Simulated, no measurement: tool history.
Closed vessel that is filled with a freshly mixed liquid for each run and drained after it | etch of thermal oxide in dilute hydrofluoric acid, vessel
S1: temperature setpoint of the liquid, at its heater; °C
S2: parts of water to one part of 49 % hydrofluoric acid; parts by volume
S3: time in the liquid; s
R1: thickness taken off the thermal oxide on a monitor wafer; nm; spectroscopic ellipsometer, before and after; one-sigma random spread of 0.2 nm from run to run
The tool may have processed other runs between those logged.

| run | hour | S1 | S2 | S3 | R1 |
|---|---|---|---|---|---|
| 1 | 0.0 | 21.0 | 140 | 930 | 22.931 |
| 2 | 1.9 | 18.5 | 140 | 930 | 20.694 |
| 3 | 10.3 | 20.0 | 140 | 930 | 22.133 |
| 4 | 15.8 | 21.5 | 130 | 930 | 25.395 |
| 5 | 19.2 | 25.0 | 130 | 930 | 29.314 |
| 6 | 25.1 | 26.0 | 120 | 930 | 33.269 |
| 7 | 31.5 | 26.5 | 115 | 930 | 35.775 |
| 8 | 36.5 | 27.0 | 110 | 930 | 38.326 |
| 9 | 44.3 | 27.5 | 105 | 930 | 41.266 |
| 10 | 46.2 | 28.0 | 105 | 930 | 41.923 |
| 11 | 54.5 | 29.0 | 90 | 930 | 51.765 |
| 12 | 60.8 | 28.5 | 90 | 930 | 51.055 |

For run 13, what comes out?
|  | 65.5 | thermometer replaced |
| 13 | 65.5 | 28.0 | 90 | 930 | ? |

{"run 13": {"R1": 52.955}}

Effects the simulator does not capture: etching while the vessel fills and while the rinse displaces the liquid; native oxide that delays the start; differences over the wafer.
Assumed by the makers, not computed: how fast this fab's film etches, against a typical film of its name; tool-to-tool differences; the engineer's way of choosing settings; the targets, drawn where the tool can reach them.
